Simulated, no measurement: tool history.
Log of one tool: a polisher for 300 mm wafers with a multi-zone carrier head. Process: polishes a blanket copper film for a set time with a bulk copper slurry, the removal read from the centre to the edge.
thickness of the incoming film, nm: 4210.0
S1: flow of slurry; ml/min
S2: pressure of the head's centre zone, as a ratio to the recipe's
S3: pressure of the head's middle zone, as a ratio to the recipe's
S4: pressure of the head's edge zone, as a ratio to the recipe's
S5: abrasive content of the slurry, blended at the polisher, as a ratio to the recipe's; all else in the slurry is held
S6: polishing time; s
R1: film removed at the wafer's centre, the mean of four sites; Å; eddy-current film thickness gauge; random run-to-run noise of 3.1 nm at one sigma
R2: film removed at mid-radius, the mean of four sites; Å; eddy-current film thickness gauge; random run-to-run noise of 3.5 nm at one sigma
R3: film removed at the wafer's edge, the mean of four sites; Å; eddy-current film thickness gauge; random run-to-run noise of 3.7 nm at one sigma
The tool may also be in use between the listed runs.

| run | hour | S1 | S2 | S3 | S4 | S5 | S6 | R1 | R2 | R3 |
|---|---|---|---|---|---|---|---|---|---|---|
| 1 | 0 | 165 | 1 | 1 | 1 | 1 | 34 | 3105 | 3162.8 | 3146.6 |
| 2 | 5.4 | 170 | 1 | 1.01 | 1.01 | 1 | 34 | 3162.2 | 3149.4 | 3165.7 |
| 3 | 14.4 | 170 | 1 | 0.94 | 1.01 | 1 | 34 | 3161.1 | 2987.5 | 3182.6 |
| 4 | 20.4 | 175 | 1 | 0.96 | 1.01 | 1 | 34 | 3173.3 | 3024.6 | 3212.7 |
| 5 | 26.1 | 180 | 1 | 0.98 | 1.01 | 1 | 34 | 3172.9 | 3119.8 | 3175.4 |
| 6 | 33.8 | 180 | 1 | 0.92 | 1.01 | 1 | 34 | 3198.2 | 2931.7 | 3164.2 |
| 7 | 34.8 | 185 | 1 | 0.94 | 1.02 | 1 | 34 | 3212.2 | 3001.7 | 3268.5 |
| 8 | 38.7 | 190 | 1 | 0.96 | 1.02 | 1 | 34 | 3209.9 | 3105.1 | 3207.8 |

Forecast run 9:
| 9 | 41.3 | 195 | 1 | 0.97 | 1.03 | 1 | 34 | ? | ? | ? |

Logged for run 9: R1 3221.1 Å, R2 3136.6 Å, R3 3270.1 Å.
